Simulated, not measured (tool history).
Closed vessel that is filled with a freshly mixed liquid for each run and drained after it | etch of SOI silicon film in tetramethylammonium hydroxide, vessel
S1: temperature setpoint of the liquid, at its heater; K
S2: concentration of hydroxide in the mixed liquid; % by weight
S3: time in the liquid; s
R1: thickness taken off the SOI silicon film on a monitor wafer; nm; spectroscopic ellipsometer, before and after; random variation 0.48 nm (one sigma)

Run 1, hour 0: S1 334.15 K, S2 17.5 % by weight, S3 30 s. Result: R1 103.21 nm.
Run 2, hour 6.2: S1 334.15 K, S2 19 % by weight, S3 30 s. Result: R1 99.277 nm.
Run 3, hour 14.5: S1 334.15 K, S2 19 % by weight, S3 30 s. Result: R1 100.66 nm.
Run 4, hour 19.5: S1 331.15 K, S2 19 % by weight, S3 30 s. Result: R1 82.278 nm.
Run 5, hour 20.4: S1 334.15 K, S2 19 % by weight, S3 30 s. Result: R1 99.373 nm.
Run 6, hour 24.3: S1 331.65 K, S2 19 % by weight, S3 30 s. Result: R1 85.621 nm.
Run 7, hour 31.1: S1 329.65 K, S2 19 % by weight, S3 30 s. Result: R1 75.385 nm.
Run 8, hour 32.2: S1 328.15 K, S2 19 % by weight, S3 30 s. Result: R1 69.841 nm.

Forecast run 9:
At hour 36.5: thermometer replaced.
Run 9, hour 36.5: S1 327.15 K, S2 19 % by weight, S3 30 s. Result: R1 ?.

R1: 58.065 nm
